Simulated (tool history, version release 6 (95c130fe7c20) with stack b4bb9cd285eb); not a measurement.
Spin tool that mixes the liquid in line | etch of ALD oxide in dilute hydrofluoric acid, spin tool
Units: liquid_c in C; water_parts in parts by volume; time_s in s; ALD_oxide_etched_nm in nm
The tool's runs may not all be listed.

Run 1, hour 0: liquid_c 25 C, water_parts 125 parts by volume, time_s 140 s. Result: ALD_oxide_etched_nm 28.605 nm.
Run 2, hour 2.7: liquid_c 22 C, water_parts 125 parts by volume, time_s 140 s. Result: ALD_oxide_etched_nm 25.393 nm.
Run 3, hour 3.9: liquid_c 22 C, water_parts 125 parts by volume, time_s 150 s. Result: ALD_oxide_etched_nm 27.23 nm.
Run 4, hour 4.9: liquid_c 19.5 C, water_parts 125 parts by volume, time_s 150 s. Result: ALD_oxide_etched_nm 24.606 nm.
Run 5, hour 13.1: liquid_c 19.5 C, water_parts 125 parts by volume, time_s 150 s. Result: ALD_oxide_etched_nm 24.759 nm.
Run 6, hour 17.1: liquid_c 19.5 C, water_parts 90 parts by volume, time_s 150 s. Result: ALD_oxide_etched_nm 35.502 nm.
Run 7, hour 20.6: liquid_c 18.5 C, water_parts 95 parts by volume, time_s 150 s. Result: ALD_oxide_etched_nm 32.023 nm.

Forecast run 8:
Run 8, hour 28: liquid_c 18 C, water_parts 100 parts by volume, time_s 150 s. Result: ALD_oxide_etched_nm ?.

Run 8 gave ALD_oxide_etched_nm 29.658 nm.
